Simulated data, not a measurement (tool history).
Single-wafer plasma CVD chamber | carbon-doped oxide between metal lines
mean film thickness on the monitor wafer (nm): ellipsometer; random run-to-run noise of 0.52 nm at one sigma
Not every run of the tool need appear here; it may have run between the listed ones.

run	day	heater temperature setpoint (°C)	chamber pressure (mTorr)	RF power (W)	deposition time (s)	mean film thickness on the monitor wafer (nm)
1	0.000	335	5530	435	19.1	99.471
2	0.238	335	6210	435	19.1	101.130
3	0.350	335	6210	435	18.2	96.773
4	0.488	335	6820	435	18.2	97.339
5	0.758	328	6820	435	18.2	99.111
6	0.788	329	6740	430	18.2	98.750
7	0.971	331	6650	425	18.2	96.700

Run 8 has not been measured yet. What should we expect?
8	1.221	332	6570	420	18.2	?

Run 8 measured mean film thickness on the monitor wafer (nm) 94.269.
